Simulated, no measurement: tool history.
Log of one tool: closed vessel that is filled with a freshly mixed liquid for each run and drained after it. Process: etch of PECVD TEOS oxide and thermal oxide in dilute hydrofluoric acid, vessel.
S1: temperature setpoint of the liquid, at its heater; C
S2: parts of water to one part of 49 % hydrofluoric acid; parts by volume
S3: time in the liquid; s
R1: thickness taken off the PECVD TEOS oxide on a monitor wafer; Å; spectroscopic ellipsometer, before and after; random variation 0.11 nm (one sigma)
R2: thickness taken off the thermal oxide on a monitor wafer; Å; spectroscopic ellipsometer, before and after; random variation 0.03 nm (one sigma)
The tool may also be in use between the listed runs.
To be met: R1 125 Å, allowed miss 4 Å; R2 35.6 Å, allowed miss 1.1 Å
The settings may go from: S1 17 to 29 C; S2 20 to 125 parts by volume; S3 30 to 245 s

{"run": 1, "hour": 0.0, "S1": 21, "S2": 70, "S3": 125, "R1": 283.98, "R2": 79.465}
{"run": 2, "hour": 8.3, "S1": 21, "S2": 85, "S3": 125, "R1": 229.39, "R2": 65.611}
{"run": 3, "hour": 15.6, "S1": 21, "S2": 85, "S3": 75, "R1": 136.89, "R2": 38.986}
{"run": 4, "hour": 23.4, "S1": 21, "S2": 85, "S3": 100, "R1": 185.76, "R2": 52.232}
{"run": 5, "hour": 32.5, "S1": 21, "S2": 70, "S3": 100, "R1": 227.98, "R2": 64.584}
{"run": 6, "hour": 38.9, "S1": 20.5, "S2": 75, "S3": 100, "R1": 207.13, "R2": 58.454}
{"run": 7, "hour": 45.6, "S1": 20, "S2": 80, "S3": 100, "R1": 189.07, "R2": 54.045}
{"run": 8, "hour": 51.8, "S1": 20, "S2": 85, "S3": 100, "R1": 178.31, "R2": 51.006}
{"run": 9, "hour": 54.5, "S1": 20, "S2": 90, "S3": 100, "R1": 167.42, "R2": 46.739}
{"run": 10, "hour": 61.6, "S1": 20.5, "S2": 100, "S3": 100, "R1": 150.71, "R2": 42.768}
{"run": 11, "hour": 64.8, "S1": 20, "S2": 100, "S3": 100, "R1": 150.84, "R2": 42.182}
{"run": 12, "hour": 67.3, "S1": 19.5, "S2": 105, "S3": 100, "R1": 136.56, "R2": 39.236}

Which of these 4 next moves meets every target?
{"run": "A", "hour": 69.8, "S1": 22, "S2": 115, "S3": 115, "R1": "?", "R2": "?"}
{"run": "B", "hour": 69.8, "S1": 22, "S2": 90, "S3": 75, "R1": "?", "R2": "?"}
{"run": "C", "hour": 69.8, "S1": 18.5, "S2": 110, "S3": 95, "R1": "?", "R2": "?"}
{"run": "D", "hour": 69.8, "S1": 17, "S2": 100, "S3": 95, "R1": "?", "R2": "?"}

move=A R1=157.98 R2=45.116
move=B R1=135.55 R2=38.71
move=C R1=119 R2=33.984
move=D R1=124.24 R2=35.482
A: further off than the last run
B: nearer than the last run, and not there yet
C: takes the result that was furthest off past its target
D: meets every target
The right move is D.

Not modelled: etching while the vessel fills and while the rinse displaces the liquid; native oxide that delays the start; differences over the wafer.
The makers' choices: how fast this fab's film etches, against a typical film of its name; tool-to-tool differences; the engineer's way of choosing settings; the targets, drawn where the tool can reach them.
